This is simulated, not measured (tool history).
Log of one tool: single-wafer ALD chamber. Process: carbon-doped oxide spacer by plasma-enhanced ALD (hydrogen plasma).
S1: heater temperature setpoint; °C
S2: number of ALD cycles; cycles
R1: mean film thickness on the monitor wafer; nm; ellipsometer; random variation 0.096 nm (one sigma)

run 1 hour=0.0 | S1=405 S2=338 | R1=18.193
run 2 hour=7.7 | S1=406 S2=333 | R1=17.686
run 3 hour=12.4 | S1=408 S2=331 | R1=17.504
run 4 hour=17.2 | S1=408 S2=368 | R1=19.592
run 5 hour=19.9 | S1=410 S2=361 | R1=19.346
run 6 hour=24.7 | S1=419 S2=361 | R1=18.680
run 7 hour=25.8 | S1=427 S2=315 | R1=15.907

The next listed run, before its measurement:
run 8 hour=28.8 | S1=427 S2=316 | R1=?

Run 8 gave R1 15.888 nm.

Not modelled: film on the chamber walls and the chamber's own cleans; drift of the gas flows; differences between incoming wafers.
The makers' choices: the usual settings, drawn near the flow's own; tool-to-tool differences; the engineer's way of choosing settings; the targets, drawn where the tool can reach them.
